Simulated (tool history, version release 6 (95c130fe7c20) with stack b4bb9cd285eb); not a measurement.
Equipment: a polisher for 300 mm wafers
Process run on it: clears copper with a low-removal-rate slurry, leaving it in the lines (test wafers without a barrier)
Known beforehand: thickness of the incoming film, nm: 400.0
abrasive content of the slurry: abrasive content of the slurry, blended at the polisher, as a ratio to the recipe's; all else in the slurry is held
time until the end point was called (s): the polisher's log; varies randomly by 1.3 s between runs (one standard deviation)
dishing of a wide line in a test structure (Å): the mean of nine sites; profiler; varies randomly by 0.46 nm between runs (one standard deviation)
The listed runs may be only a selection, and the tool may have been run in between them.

| run | hour | flow of slurry (ml/min) | pressure of the wafer on the pad (psi) | speed of the pad under the wafer (m/s) | abrasive content of the slurry | overpolish time after the end point (s) | time until the end point was called (s) | dishing of a wide line in a test structure (Å) |
|---|---|---|---|---|---|---|---|---|
| 1 | 0 | 175 | 3.3 | 1 | 1 | 24 | 120.49 | 501.62 |
| 2 | 7.7 | 180 | 3.3 | 1 | 1 | 22 | 118.45 | 472.71 |
| 3 | 9.7 | 180 | 3.3 | 1 | 1.1 | 22 | 118.83 | 475.65 |
| 4 | 18.3 | 180 | 3.3 | 1 | 1.1 | 21 | 118.8 | 458.2 |
| 5 | 23.3 | 180 | 3.3 | 1.2 | 1.1 | 21 | 101.9 | 518.46 |
| 6 | 29.1 | 180 | 3.2 | 1.2 | 1.1 | 20 | 105.85 | 491.34 |
| 7 | 31.6 | 180 | 3.2 | 1.2 | 1.1 | 19 | 103.6 | 453.65 |

Run 8 comes next. What will it give?
| 8 | 37.1 | 180 | 3.1 | 1.2 | 1.1 | 19 | ? | ? |

time until the end point was called (s): 106.3
dishing of a wide line in a test structure (Å): 454.63

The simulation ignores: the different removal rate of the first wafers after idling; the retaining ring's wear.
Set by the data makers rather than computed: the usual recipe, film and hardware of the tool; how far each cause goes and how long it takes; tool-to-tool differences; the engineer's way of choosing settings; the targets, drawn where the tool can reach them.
